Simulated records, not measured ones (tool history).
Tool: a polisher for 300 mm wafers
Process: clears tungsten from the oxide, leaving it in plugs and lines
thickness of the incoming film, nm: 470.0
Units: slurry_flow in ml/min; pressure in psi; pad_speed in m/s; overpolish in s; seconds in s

run,hour,slurry_flow,pressure,pad_speed,slurry_solids,overpolish,seconds
1,0,295,4.6,1.16,1,39,59.169
2,4.5,295,5.5,1.16,1,39,49.329
3,7.1,295,5.2,1.14,1,39,53.575
4,14.8,295,4.9,1.12,1,39,57.064
5,15.9,295,4.9,1.32,1,39,50.159
6,16.9,295,4.6,1.3,1,39,53.489
7,18.3,295,4.4,1.28,1,39,54.972
8,24.5,295,4.2,1.26,1,39,59.922
9,28.3,295,4,1.26,1,39,61.26

Run 10 comes next. What will it give?
10,34,295,3.8,1.24,1,39,?

seconds: 65.937 s
